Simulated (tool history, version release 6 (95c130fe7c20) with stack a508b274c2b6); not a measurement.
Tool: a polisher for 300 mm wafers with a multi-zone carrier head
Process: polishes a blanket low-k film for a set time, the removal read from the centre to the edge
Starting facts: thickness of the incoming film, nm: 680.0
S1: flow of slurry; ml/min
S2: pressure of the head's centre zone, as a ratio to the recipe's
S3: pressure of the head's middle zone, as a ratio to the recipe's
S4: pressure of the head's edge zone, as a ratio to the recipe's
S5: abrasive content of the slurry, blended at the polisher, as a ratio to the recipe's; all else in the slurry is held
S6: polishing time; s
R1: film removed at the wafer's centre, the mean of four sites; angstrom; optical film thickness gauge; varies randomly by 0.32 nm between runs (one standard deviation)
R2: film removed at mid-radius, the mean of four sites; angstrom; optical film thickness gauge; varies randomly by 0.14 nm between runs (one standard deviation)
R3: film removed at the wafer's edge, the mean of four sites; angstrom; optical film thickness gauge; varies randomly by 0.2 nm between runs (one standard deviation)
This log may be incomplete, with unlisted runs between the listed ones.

run	hour	S1	S2	S3	S4	S5	S6	R1	R2	R3
1	0	280	1	1	1	1	50	162.92	156.43	159.95
2	6.5	280	1	1	1.06	1	50	168.63	157.05	165.63
3	10	280	1.05	1	1.06	1	50	177.25	157.99	165.74
4	15.4	305	1.05	1	1.06	1	50	173.69	156.93	164.52
5	19.1	305	1.06	1.03	1.08	1.1	50	185.94	171.97	177.59
6	22.7	300	1.08	1.05	1.1	1.15	50	200.04	179.06	180.33
7	29.3	310	1.07	1.06	1.12	1.2	50	203.63	183.19	190.12
8	33.1	315	1.07	1.09	1.14	1.25	50	206.71	191.25	198.57
9	36.4	320	1.08	1.11	1.15	1.25	50	209.13	195.44	200.78

Run 10 is up next; what results do you expect?
10	41.2	325	1.09	1.13	1.16	1.25	50	?	?	?

Run 10 measured R1 211.31 angstrom, R2 200.04 angstrom, R3 196.48 angstrom.

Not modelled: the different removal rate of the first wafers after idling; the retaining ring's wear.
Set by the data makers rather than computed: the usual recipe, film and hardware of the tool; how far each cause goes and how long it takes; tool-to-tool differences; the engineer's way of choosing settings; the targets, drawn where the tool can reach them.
